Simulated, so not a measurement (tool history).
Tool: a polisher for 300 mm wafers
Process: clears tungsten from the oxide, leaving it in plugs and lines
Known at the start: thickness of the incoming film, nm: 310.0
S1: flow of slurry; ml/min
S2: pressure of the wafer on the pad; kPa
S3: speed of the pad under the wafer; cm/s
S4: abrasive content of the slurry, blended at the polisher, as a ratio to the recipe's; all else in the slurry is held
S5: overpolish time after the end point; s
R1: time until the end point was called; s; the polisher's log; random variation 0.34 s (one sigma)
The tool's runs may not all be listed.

| run | hour | S1 | S2 | S3 | S4 | S5 | R1 |
|---|---|---|---|---|---|---|---|
| 1 | 0.0 | 270 | 33.1 | 136 | 1.00 | 8 | 35.942 |
| 2 | 5.3 | 270 | 33.1 | 150 | 1.00 | 8 | 33.678 |
| 3 | 6.0 | 270 | 35.9 | 152 | 1.00 | 8 | 30.599 |
| 4 | 8.4 | 270 | 37.9 | 154 | 1.00 | 8 | 29.630 |
| 5 | 14.1 | 270 | 37.9 | 128 | 1.00 | 8 | 33.280 |
| 6 | 19.8 | 270 | 37.9 | 128 | 0.85 | 8 | 33.999 |
| 7 | 21.3 | 270 | 40.7 | 130 | 0.85 | 8 | 31.869 |
| 8 | 23.7 | 270 | 42.7 | 134 | 0.85 | 8 | 29.323 |
| 9 | 32.5 | 270 | 44.8 | 136 | 0.85 | 8 | 28.336 |
| 10 | 36.1 | 270 | 46.2 | 138 | 0.85 | 8 | 27.343 |
| 11 | 39.4 | 270 | 47.6 | 140 | 0.85 | 8 | 26.312 |

The next listed run, before its measurement:
| 12 | 46.7 | 270 | 47.6 | 140 | 0.85 | 8 | ? |

R1: 26.043 s
